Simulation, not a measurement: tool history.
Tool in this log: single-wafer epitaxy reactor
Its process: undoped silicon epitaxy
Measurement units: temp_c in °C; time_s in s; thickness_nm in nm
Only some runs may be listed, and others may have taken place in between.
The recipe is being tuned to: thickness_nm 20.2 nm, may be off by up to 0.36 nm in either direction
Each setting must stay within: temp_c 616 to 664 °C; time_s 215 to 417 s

Run 1, day 0: temp_c 640 °C, time_s 316 s. Result: thickness_nm 42.314 nm.
Run 2, day 0.042: temp_c 635 °C, time_s 316 s. Result: thickness_nm 37.854 nm.
Run 3, day 0.133: temp_c 642 °C, time_s 316 s. Result: thickness_nm 44.079 nm.
Run 4, day 0.442: temp_c 642 °C, time_s 361 s. Result: thickness_nm 50.374 nm.
Run 5, day 0.796: temp_c 639 °C, time_s 346 s. Result: thickness_nm 45.326 nm.
Run 6, day 1.104: temp_c 639 °C, time_s 384 s. Result: thickness_nm 50.178 nm.
Run 7, day 1.425: temp_c 627 °C, time_s 334 s. Result: thickness_nm 33.595 nm.
Run 8, day 1.458: temp_c 627 °C, time_s 334 s. Result: thickness_nm 33.55 nm.
Run 9, day 1.683: temp_c 616 °C, time_s 284 s. Result: thickness_nm 22.228 nm.
Run 10, day 1.883: temp_c 616 °C, time_s 280 s. Result: thickness_nm 21.953 nm.
Run 11, day 2.217: temp_c 616 °C, time_s 277 s. Result: thickness_nm 21.672 nm.
Run 12, day 2.512: temp_c 616 °C, time_s 274 s. Result: thickness_nm 21.512 nm.
Run 13, day 2.733: temp_c 616 °C, time_s 271 s. Result: thickness_nm 21.212 nm.
Run 14, day 2.958: temp_c 616 °C, time_s 269 s. Result: thickness_nm 21.024 nm.
Run 15, day 3.329: temp_c 616 °C, time_s 268 s. Result: thickness_nm 20.963 nm.
At day 3.65: pyrometer calibrated.
Run 16, day 3.65: temp_c 616 °C, time_s 267 s. Result: thickness_nm 19.651 nm.

Consider the 5 candidate settings below. Which is the only one whose results all fall within their allowed miss of target?
Run A, day 3.971: temp_c 619 °C, time_s 247 s. Result: thickness_nm ?.
Run B, day 3.971: temp_c 620 °C, time_s 236 s. Result: thickness_nm ?.
Run C, day 3.971: temp_c 616 °C, time_s 259 s. Result: thickness_nm ?.
Run D, day 3.971: temp_c 616 °C, time_s 276 s. Result: thickness_nm ?.
Run E, day 3.971: temp_c 618 °C, time_s 252 s. Result: thickness_nm ?.

move  thickness_nm
   A        19.581
   B        19.142
   C        19.163
   D         20.42
   E        19.524
A: further off than the last run
B: further off than the last run
C: further off than the last run
D: in spec on every target
E: further off than the last run
Correct choice: D, which meets every target
